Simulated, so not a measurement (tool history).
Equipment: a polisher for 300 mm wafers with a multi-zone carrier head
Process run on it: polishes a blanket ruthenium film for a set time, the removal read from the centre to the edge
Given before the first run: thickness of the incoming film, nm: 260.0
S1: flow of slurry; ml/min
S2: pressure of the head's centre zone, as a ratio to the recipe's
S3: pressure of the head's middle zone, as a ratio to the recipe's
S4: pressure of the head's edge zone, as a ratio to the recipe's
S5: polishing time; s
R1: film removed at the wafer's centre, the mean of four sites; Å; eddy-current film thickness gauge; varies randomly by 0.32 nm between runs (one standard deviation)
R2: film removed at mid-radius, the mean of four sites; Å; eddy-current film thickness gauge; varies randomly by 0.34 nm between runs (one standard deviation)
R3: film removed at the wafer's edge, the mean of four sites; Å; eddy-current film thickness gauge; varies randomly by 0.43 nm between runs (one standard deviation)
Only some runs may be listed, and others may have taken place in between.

run	hour	S1	S2	S3	S4	S5	R1	R2	R3
1	0.0	215	1.00	1.00	1.00	59	712.93	734.24	736.73
2	5.0	215	1.00	1.00	1.00	53	641.54	659.00	665.07
3	12.1	200	0.99	0.95	1.00	49	589.00	576.19	608.56
4	13.4	200	0.99	0.95	0.94	49	592.63	571.44	584.71
5	14.7	185	0.97	0.91	0.96	46	534.79	509.01	555.95
6	16.6	185	1.05	0.91	0.96	46	584.53	506.96	553.58

For run 7, what comes out?
7	24.2	175	1.02	0.88	0.97	44	?	?	?

{"run 7": {"R1": 536.51, "R2": 464.63, "R3": 531.77}}
